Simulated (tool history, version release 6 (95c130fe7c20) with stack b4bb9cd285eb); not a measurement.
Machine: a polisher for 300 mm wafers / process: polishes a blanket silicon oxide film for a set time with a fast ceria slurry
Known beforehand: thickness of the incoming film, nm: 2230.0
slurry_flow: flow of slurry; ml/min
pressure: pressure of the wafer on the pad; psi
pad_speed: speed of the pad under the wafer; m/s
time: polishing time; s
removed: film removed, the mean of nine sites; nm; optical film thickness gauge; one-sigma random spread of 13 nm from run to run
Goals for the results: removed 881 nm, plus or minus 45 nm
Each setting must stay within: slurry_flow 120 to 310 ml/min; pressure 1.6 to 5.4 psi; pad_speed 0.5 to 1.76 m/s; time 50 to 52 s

run,hour,slurry_flow,pressure,pad_speed,time,removed
1,0,200,3.5,1.12,50,1258.5
2,8.4,200,3.5,1.12,50,1233.9
3,17.1,200,3.3,1.12,50,1140.1
4,24.9,200,3.3,1.32,50,1365.7
5,27.1,200,2.5,1.32,50,1097.9
6,33.7,200,2.4,1.32,50,1077.5
7,39.2,200,2.3,1.32,50,1065.9
8,40.9,200,1.6,1.3,50,806.55
9,43.7,200,1.6,1.3,50,807.41
10,48.3,200,1.6,1.3,50,796.55
11,52.3,200,2,1.32,50,981.13

5 next moves are on the table. One of them brings every result within its allowed miss. Which?
A,56.3,195,2,1.34,52,?
B,56.3,215,1.6,1.32,52,?
C,56.3,220,2.3,1.22,50,?
D,56.3,230,1.7,1.42,51,?
E,56.3,235,2.1,1.38,50,?

move,removed
A,1025
B,886.77
C,1007
D,978.58
E,1075
A: the biggest miss grows against the last run
B: all results in spec
C: the biggest miss grows against the last run
D: just as far off the targets as the last run
E: the biggest miss grows against the last run
Go with B: it meets all targets.
